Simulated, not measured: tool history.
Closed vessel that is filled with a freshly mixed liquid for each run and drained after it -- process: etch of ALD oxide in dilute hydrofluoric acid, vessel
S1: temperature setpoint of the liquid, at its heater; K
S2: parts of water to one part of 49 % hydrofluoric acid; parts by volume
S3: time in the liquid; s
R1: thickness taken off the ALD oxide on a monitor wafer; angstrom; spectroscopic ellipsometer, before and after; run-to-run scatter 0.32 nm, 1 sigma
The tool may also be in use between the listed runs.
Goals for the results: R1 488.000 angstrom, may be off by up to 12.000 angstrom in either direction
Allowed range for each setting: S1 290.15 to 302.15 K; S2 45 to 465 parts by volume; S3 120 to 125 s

run 1 hour=0.0 | S1=294.15 S2=255 S3=120 | R1=116.920
run 2 hour=2.1 | S1=294.15 S2=255 S3=125 | R1=121.420
run 3 hour=7.8 | S1=294.15 S2=335 S3=125 | R1=86.095
run 4 hour=10.7 | S1=296.65 S2=250 S3=125 | R1=136.370
run 5 hour=16.3 | S1=298.15 S2=190 S3=125 | R1=199.470
run 6 hour=24.0 | S1=299.15 S2=150 S3=125 | R1=274.820
run 7 hour=28.0 | S1=300.15 S2=125 S3=125 | R1=352.930
run 8 hour=35.5 | S1=300.65 S2=115 S3=125 | R1=400.070
run 9 hour=42.2 | S1=301.15 S2=110 S3=125 | R1=427.420
run 10 hour=42.8 | S1=301.65 S2=105 S3=125 | R1=463.800
run 11 hour=50.0 | S1=302.15 S2=105 S3=125 | R1=465.930

Consider the 5 candidate settings below. Which is the only one whose results all fall within their allowed miss of target?
run A hour=57.2 | S1=301.15 S2=105 S3=125 | R1=?
run B hour=57.2 | S1=300.65 S2=105 S3=125 | R1=?
run C hour=57.2 | S1=300.65 S2=100 S3=120 | R1=?
run D hour=57.2 | S1=301.65 S2=100 S3=125 | R1=?
run E hour=57.2 | S1=301.65 S2=110 S3=125 | R1=?

move=A R1=451.340
move=B R1=442.820
move=C R1=449.330
move=D R1=486.280
move=E R1=436.120
A: its largest miss is bigger than the last run's
B: its largest miss is bigger than the last run's
C: its largest miss is bigger than the last run's
D: every result lands within tolerance
E: its largest miss is bigger than the last run's
Move D is the one to make.
